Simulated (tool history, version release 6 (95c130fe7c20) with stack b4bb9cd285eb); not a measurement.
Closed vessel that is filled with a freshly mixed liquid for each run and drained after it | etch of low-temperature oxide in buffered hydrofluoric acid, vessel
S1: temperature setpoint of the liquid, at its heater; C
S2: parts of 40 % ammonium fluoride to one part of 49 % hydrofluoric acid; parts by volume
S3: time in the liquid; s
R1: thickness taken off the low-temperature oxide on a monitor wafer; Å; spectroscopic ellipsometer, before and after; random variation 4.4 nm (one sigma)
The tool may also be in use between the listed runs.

| run | hour | S1 | S2 | S3 | R1 |
|---|---|---|---|---|---|
| 1 | 0.0 | 24.0 | 9.0 | 85 | 5486.0 |
| 2 | 6.0 | 24.0 | 8.0 | 85 | 6164.9 |
| 3 | 12.3 | 25.5 | 8.0 | 85 | 6736.8 |
| 4 | 21.3 | 23.0 | 8.0 | 85 | 5886.9 |
| 5 | 28.5 | 25.0 | 8.0 | 85 | 6527.4 |
| 6 | 35.6 | 23.0 | 8.0 | 85 | 5860.4 |
| 7 | 40.8 | 25.0 | 8.0 | 85 | 6573.2 |

Forecast run 8:
| 8 | 49.6 | 26.5 | 8.0 | 85 | ? |

{"run 8": {"R1": 7101.8}}

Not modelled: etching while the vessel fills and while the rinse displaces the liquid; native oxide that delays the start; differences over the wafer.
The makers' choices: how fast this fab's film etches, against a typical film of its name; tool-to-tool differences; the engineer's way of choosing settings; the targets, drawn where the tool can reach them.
